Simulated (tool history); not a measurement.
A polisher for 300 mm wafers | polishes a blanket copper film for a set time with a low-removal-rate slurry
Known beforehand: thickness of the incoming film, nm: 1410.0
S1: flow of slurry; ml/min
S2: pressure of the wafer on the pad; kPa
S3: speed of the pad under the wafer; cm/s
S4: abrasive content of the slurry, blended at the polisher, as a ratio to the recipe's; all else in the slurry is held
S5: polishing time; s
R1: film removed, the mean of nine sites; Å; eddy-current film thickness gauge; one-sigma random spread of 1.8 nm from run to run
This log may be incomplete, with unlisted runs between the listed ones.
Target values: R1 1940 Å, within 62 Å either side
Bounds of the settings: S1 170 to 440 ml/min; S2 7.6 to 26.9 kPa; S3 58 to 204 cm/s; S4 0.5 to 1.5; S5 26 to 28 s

run,hour,S1,S2,S3,S4,S5,R1
1,0,280,17.2,130,1,28,1118.6
2,6.1,280,18.6,130,1,28,1187.4
3,8.3,280,19.3,132,1,28,1235.7
4,17.1,280,19.3,106,1,28,996
5,24.1,280,20,110,1,28,1061.8
6,31.2,280,20.7,114,1,28,1110.6
7,36.5,280,21.4,118,1,28,1180.4
8,45,290,26.2,148,1,28,1766.8
9,47.3,290,26.2,150,1,28,1768
10,49.7,290,26.2,152,1,28,1804.1

4 candidate next runs follow, results not yet known. Just one meets every target within its allowed miss. Identify it.
A,52.1,290,26.9,164,1.2,28,?
B,52.1,300,26.9,168,1.05,28,?
C,52.1,220,26.9,154,1.35,26,?
D,52.1,265,26.9,152,1.35,28,?

move,R1
A,2064.5
B,2069.5
C,1806.3
D,1946.4
A: takes the result that was furthest off past its target
B: takes the result that was furthest off past its target
C: as far off as the last run
D: hits every target within its allowed miss
Move D is the one to make.

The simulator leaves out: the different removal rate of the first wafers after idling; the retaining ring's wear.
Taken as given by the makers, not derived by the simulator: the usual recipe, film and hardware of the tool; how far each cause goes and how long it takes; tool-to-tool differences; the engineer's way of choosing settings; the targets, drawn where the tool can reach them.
